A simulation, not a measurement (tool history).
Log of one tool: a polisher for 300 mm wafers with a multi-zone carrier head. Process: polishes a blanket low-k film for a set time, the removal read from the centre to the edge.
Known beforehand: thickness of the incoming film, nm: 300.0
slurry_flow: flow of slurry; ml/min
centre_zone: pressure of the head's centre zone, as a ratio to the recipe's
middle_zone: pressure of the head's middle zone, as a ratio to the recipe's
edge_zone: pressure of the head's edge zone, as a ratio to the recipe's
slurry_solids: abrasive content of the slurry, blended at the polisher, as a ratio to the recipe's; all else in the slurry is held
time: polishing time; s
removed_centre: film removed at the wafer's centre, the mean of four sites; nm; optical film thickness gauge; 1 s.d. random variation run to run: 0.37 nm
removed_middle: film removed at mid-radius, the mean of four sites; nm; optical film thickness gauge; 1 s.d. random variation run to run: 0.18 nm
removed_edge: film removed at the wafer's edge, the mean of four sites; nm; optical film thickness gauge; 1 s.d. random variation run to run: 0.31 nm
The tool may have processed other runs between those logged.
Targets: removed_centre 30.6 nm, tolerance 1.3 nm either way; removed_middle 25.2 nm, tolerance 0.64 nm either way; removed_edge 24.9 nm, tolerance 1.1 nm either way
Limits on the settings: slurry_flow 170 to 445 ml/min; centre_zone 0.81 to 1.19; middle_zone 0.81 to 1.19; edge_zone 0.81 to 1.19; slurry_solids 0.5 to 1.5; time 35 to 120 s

run	hour	slurry_flow	centre_zone	middle_zone	edge_zone	slurry_solids	time	removed_centre	removed_middle	removed_edge
1	0	285	1	1	1	1	77	32.888	32.684	31.954
2	7.5	285	1	0.92	1	1	77	32.575	30.82	31.935
3	12.9	285	1.02	0.91	0.97	0.95	77	32.458	30.31	31.61
4	19.8	285	1.02	0.91	1.05	0.95	77	33.118	30.115	32.778
5	20.9	290	1.05	0.91	1.01	0.85	76	32.149	28.715	30.026
6	28.2	290	1.05	0.91	0.97	0.85	76	32.093	29.039	28.993
7	32.3	285	1.06	0.89	0.96	0.8	76	31.385	28.082	29.612
8	41.1	300	1.08	0.89	0.95	0.75	75	31.33	26.483	27.427
9	42.1	305	1.08	0.89	0.93	0.75	75	31.572	26.707	27.507
10	46.9	310	1.08	0.89	0.92	0.7	75	30.521	26.305	26.672
11	50.3	315	1.09	0.89	0.91	0.7	75	30.877	26.464	26.444
12	55.7	320	1.1	0.89	0.9	0.7	75	31.328	26.254	26.403
13	57.5	320	1.1	0.89	0.89	0.7	75	31.497	25.854	26.557

5 candidate next runs follow, results not yet known. Just one meets every target within its allowed miss. Identify it.
A	59.3	365	0.96	0.85	1.01	0.75	72	?	?	?
B	59.3	415	1.12	0.81	0.88	0.6	75	?	?	?
C	59.3	240	1.01	0.92	1.05	0.85	68	?	?	?
D	59.3	350	1.11	0.88	0.82	0.55	78	?	?	?
E	59.3	350	1.08	0.91	0.89	0.75	72	?	?	?

move	removed_centre	removed_middle	removed_edge
A	27.086	25.418	28.185
B	30.718	23.826	25.596
C	27.062	25.616	27.571
D	30.296	25.167	24.75
E	30.405	26.593	26.473
A: its largest miss is bigger than the last run's
B: the worst result of the last run now meets its target, but another is out of spec
C: its largest miss is bigger than the last run's
D: meets every target
E: its largest miss is bigger than the last run's
D is the move that brings every result within its allowed miss.

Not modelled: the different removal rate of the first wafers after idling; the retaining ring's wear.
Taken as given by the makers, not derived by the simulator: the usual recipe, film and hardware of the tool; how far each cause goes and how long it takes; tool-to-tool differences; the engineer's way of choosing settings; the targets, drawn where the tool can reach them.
